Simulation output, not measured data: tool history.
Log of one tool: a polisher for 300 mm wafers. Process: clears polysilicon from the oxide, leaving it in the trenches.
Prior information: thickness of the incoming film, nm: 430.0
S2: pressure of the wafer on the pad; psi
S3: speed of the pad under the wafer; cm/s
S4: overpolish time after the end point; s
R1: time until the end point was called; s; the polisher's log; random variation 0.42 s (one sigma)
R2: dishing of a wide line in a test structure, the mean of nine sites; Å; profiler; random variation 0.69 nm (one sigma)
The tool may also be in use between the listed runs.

Run 1, hour 0: flow of slurry (ml/min) 260, S2 2.8 psi, S3 110 cm/s, S4 20 s. Result: R1 27.377 s, R2 427.99 Å.
Run 2, hour 8.2: flow of slurry (ml/min) 260, S2 2.6 psi, S3 110 cm/s, S4 18 s. Result: R1 29.269 s, R2 419.16 Å.
Run 3, hour 12.2: flow of slurry (ml/min) 260, S2 2.4 psi, S3 110 cm/s, S4 17 s. Result: R1 31.59 s, R2 422.3 Å.
Run 4, hour 16: flow of slurry (ml/min) 260, S2 2.3 psi, S3 110 cm/s, S4 15 s. Result: R1 32.696 s, R2 413.16 Å.
Run 5, hour 22.2: flow of slurry (ml/min) 260, S2 2.2 psi, S3 110 cm/s, S4 14 s. Result: R1 34.205 s, R2 419.96 Å.
Run 6, hour 25: flow of slurry (ml/min) 310, S2 2.2 psi, S3 110 cm/s, S4 14 s. Result: R1 33.502 s, R2 418.46 Å.
Run 7, hour 33: flow of slurry (ml/min) 310, S2 2.2 psi, S3 110 cm/s, S4 14 s. Result: R1 34.152 s, R2 423.03 Å.
Run 8, hour 36.4: flow of slurry (ml/min) 295, S2 2.1 psi, S3 110 cm/s, S4 13 s. Result: R1 35.326 s, R2 401.33 Å.
Run 9, hour 43.8: flow of slurry (ml/min) 295, S2 2 psi, S3 110 cm/s, S4 13 s. Result: R1 37.97 s, R2 413.34 Å.
Run 10, hour 44.9: flow of slurry (ml/min) 290, S2 2 psi, S3 110 cm/s, S4 12 s. Result: R1 38.099 s, R2 396.4 Å.
Run 11, hour 49: flow of slurry (ml/min) 290, S2 1.8 psi, S3 110 cm/s, S4 13 s. Result: R1 41.893 s, R2 388.53 Å.

Forecast run 12:
Run 12, hour 51.5: flow of slurry (ml/min) 295, S2 1.8 psi, S3 110 cm/s, S4 13 s. Result: R1 ?, R2 ?.

{"run 12": {"R1": 40.769, "R2": 398.27}}

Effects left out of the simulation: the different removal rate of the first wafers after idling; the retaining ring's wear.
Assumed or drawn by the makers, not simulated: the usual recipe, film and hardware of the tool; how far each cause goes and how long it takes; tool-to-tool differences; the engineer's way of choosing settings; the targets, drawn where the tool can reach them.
